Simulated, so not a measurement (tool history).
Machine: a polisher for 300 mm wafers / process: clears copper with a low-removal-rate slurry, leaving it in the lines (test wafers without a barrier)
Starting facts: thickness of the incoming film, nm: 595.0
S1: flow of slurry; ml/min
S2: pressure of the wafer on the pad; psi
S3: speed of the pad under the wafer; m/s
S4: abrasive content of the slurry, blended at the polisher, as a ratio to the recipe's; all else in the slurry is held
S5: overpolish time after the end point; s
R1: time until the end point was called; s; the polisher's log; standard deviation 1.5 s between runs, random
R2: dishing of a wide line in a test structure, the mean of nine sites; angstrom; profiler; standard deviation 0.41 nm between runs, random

Run 1, hour 0.0: S1 185 ml/min, S2 3.5 psi, S3 1.00 m/s, S4 1.00, S5 17 s. Result: R1 172.83 s, R2 387.26 angstrom.
Run 2, hour 8.8: S1 185 ml/min, S2 3.8 psi, S3 1.00 m/s, S4 1.00, S5 17 s. Result: R1 163.13 s, R2 398.46 angstrom.
Run 3, hour 16.8: S1 185 ml/min, S2 3.8 psi, S3 1.00 m/s, S4 0.90, S5 17 s. Result: R1 170.80 s, R2 400.22 angstrom.
Run 4, hour 20.0: S1 180 ml/min, S2 3.8 psi, S3 1.00 m/s, S4 1.05, S5 14 s. Result: R1 160.70 s, R2 341.49 angstrom.
Run 5, hour 22.4: S1 180 ml/min, S2 3.8 psi, S3 1.00 m/s, S4 1.25, S5 14 s. Result: R1 151.74 s, R2 364.76 angstrom.
Run 6, hour 26.5: S1 155 ml/min, S2 3.8 psi, S3 1.00 m/s, S4 1.25, S5 14 s. Result: R1 156.79 s, R2 362.55 angstrom.
Run 7, hour 33.3: S1 195 ml/min, S2 3.8 psi, S3 1.00 m/s, S4 1.25, S5 11 s. Result: R1 156.46 s, R2 297.75 angstrom.
Run 8, hour 39.8: S1 220 ml/min, S2 4.0 psi, S3 1.00 m/s, S4 1.25, S5 9 s. Result: R1 146.20 s, R2 260.82 angstrom.
Run 9, hour 48.4: S1 240 ml/min, S2 4.3 psi, S3 0.96 m/s, S4 1.25, S5 8 s. Result: R1 142.33 s, R2 253.42 angstrom.

Run 10 has not been measured yet. What should we expect?
Run 10, hour 53.2: S1 255 ml/min, S2 4.3 psi, S3 0.98 m/s, S4 1.25, S5 7 s. Result: R1 ?, R2 ?.

{"run 10": {"R1": 137.81, "R2": 210.41}}
